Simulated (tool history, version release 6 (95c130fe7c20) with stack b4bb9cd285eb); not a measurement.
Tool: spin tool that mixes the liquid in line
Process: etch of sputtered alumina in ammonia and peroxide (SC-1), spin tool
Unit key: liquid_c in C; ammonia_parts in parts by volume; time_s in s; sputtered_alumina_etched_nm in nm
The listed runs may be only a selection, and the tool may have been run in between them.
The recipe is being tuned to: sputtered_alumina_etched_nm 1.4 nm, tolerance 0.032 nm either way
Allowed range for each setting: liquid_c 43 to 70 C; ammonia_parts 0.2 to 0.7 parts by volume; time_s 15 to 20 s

| run | hour | liquid_c | ammonia_parts | time_s | sputtered_alumina_etched_nm |
|---|---|---|---|---|---|
| 1 | 0 | 59 | 0.4 | 20 | 1.6476 |
| 2 | 5.9 | 59 | 0.45 | 20 | 1.6743 |
| 3 | 14.3 | 66 | 0.45 | 20 | 2.3519 |
| 4 | 16.5 | 66 | 0.3 | 20 | 2.2715 |
| 5 | 22.7 | 66 | 0.3 | 15 | 1.7067 |
| 6 | 25.9 | 65 | 0.3 | 15 | 1.6188 |
| 7 | 27.8 | 64.5 | 0.3 | 15 | 1.5926 |
| 8 | 28.7 | 64 | 0.3 | 15 | 1.5532 |
| 9 | 29.4 | 63.5 | 0.3 | 15 | 1.5212 |

Exactly one of the 4 candidate moves below puts every result within its allowed miss. Which one?
| A | 30.1 | 62.5 | 0.25 | 15 | ? |
| B | 30.1 | 60 | 0.2 | 20 | ? |
| C | 30.1 | 65 | 0.3 | 15 | ? |
| D | 30.1 | 65.5 | 0.25 | 15 | ? |

| move | sputtered_alumina_etched_nm |
|---|---|
| A | 1.4123 |
| B | 1.6232 |
| C | 1.6284 |
| D | 1.6407 |
A: each result inside its tolerance
B: the biggest miss grows against the last run
C: the biggest miss grows against the last run
D: the biggest miss grows against the last run
Correct choice: A, which meets every target

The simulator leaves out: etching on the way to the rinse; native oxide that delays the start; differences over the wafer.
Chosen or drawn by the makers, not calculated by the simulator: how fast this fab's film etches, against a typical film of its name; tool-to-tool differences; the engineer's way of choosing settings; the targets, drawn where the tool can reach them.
